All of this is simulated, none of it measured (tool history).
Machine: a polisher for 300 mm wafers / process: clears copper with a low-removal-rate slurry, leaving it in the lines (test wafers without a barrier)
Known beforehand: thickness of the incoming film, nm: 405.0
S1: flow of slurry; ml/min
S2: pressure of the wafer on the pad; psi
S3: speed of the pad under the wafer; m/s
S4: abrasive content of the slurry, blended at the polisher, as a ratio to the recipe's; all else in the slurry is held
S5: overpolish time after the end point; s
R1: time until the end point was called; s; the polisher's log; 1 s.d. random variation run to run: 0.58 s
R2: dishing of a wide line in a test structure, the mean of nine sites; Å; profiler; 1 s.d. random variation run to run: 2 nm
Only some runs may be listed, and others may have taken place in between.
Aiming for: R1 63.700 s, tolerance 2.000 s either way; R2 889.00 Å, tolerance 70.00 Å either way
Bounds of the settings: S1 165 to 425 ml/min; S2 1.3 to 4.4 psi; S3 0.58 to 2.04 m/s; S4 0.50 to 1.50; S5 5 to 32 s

run 1 day=0.000 | S1=275 S2=2.8 S3=1.30 S4=1.00 S5=16 | R1=112.760 R2=347.65
run 2 day=0.354 | S1=275 S2=2.8 S3=1.56 S4=1.00 S5=16 | R1=99.027 R2=413.64
run 3 day=0.725 | S1=275 S2=3.2 S3=1.56 S4=1.00 S5=16 | R1=85.895 R2=439.69
run 4 day=1.012 | S1=275 S2=3.2 S3=1.56 S4=1.15 S5=16 | R1=82.850 R2=466.09
run 5 day=1.300 | S1=275 S2=3.3 S3=1.58 S4=1.15 S5=18 | R1=79.986 R2=528.76
run 6 day=1.388 | S1=275 S2=3.4 S3=1.58 S4=1.15 S5=19 | R1=78.454 R2=556.33
-- day=1.471 slurry blender recalibrated
run 7 day=1.471 | S1=275 S2=3.5 S3=1.58 S4=1.15 S5=20 | R1=70.552 R2=627.31
run 8 day=1.788 | S1=275 S2=3.5 S3=1.58 S4=1.15 S5=21 | R1=70.940 R2=660.75
run 9 day=2.100 | S1=275 S2=3.5 S3=1.58 S4=1.15 S5=22 | R1=70.853 R2=703.82
run 10 day=2.329 | S1=275 S2=3.5 S3=1.58 S4=1.15 S5=23 | R1=71.298 R2=723.71

Exactly one of the 5 candidate moves below puts every result within its allowed miss. Which one?
run A day=2.558 | S1=280 S2=3.8 S3=1.72 S4=1.15 S5=13 | R1=? R2=?
run B day=2.558 | S1=330 S2=3.4 S3=1.68 S4=1.50 S5=30 | R1=? R2=?
run C day=2.558 | S1=270 S2=3.6 S3=1.22 S4=1.05 S5=19 | R1=? R2=?
run D day=2.558 | S1=245 S2=3.3 S3=1.54 S4=1.15 S5=19 | R1=? R2=?
run E day=2.558 | S1=305 S2=3.6 S3=1.86 S4=0.95 S5=21 | R1=? R2=?

move=A R1=61.197 R2=517.97
move=B R1=64.083 R2=908.03
move=C R1=86.833 R2=528.81
move=D R1=77.892 R2=572.98
move=E R1=62.962 R2=729.19
A: carries the result that was furthest off beyond its target, to the other side
B: meets every target
C: the biggest miss grows against the last run
D: the biggest miss grows against the last run
E: brings the last run's worst result on target, with another outside its allowed miss
B is the move that brings every result within its allowed miss.
